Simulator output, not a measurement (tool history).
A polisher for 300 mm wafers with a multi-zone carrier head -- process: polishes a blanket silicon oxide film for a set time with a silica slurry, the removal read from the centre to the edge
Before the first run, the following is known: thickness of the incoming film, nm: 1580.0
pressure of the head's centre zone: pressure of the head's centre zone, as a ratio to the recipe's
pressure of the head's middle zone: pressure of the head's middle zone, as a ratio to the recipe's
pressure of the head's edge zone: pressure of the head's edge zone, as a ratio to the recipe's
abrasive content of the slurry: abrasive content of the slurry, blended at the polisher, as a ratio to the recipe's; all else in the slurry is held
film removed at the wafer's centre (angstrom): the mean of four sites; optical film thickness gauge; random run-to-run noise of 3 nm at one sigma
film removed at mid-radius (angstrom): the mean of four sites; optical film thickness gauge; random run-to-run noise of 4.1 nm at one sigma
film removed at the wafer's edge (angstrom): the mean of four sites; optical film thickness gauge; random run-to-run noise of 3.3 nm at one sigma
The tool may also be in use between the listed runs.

run	hour	flow of slurry (ml/min)	pressure of the head's centre zone	pressure of the head's middle zone	pressure of the head's edge zone	abrasive content of the slurry	polishing time (s)	film removed at the wafer's centre (angstrom)	film removed at mid-radius (angstrom)	film removed at the wafer's edge (angstrom)
1	0	260	1	1	1	1	83	2423.7	2412.7	2419.3
2	8.1	305	1	1	1	1	83	2484.9	2463.2	2419.7
3	16.4	305	1	1	1	0.8	83	2187.8	2188.6	2182.7
4	22	300	1.02	1.01	1.02	0.95	84	2472.2	2474.9	2440.1
5	22.8	305	1.05	1.01	1.04	1.05	84	2666.3	2579	2573.8
6	30.9	305	1.05	1.01	1.04	1.05	99	3182.7	3067.7	3042.5
7	36.6	305	1.07	1.02	1.06	1.1	99	3307.3	3122.4	3107.2
8	44.3	305	1.07	1.02	1.06	1.1	99	3240.5	3124.5	3085
9	51.6	310	1.08	1.02	1.07	1.15	99	3382.2	3173.1	3179.4
10	56.7	310	1.08	1.02	1.07	1.15	99	3397.9	3164.5	3175.3
11	62.9	310	1.09	1.03	1.08	1.2	99	3464.1	3318.4	3271.4
12	67	315	1.11	1.04	1.09	1.25	99	3645.7	3340.3	3327.5
13	68.8	315	1.12	1.05	1.1	1.3	99	3688.9	3478.2	3410.7

What does the tool deliver on the next run?
14	72.7	320	1.13	1.05	1.11	1.3	99	?	?	?

{"run 14": {"film removed at the wafer's centre (angstrom)": 3742.9, "film removed at mid-radius (angstrom)": 3420.8, "film removed at the wafer's edge (angstrom)": 3413.2}}
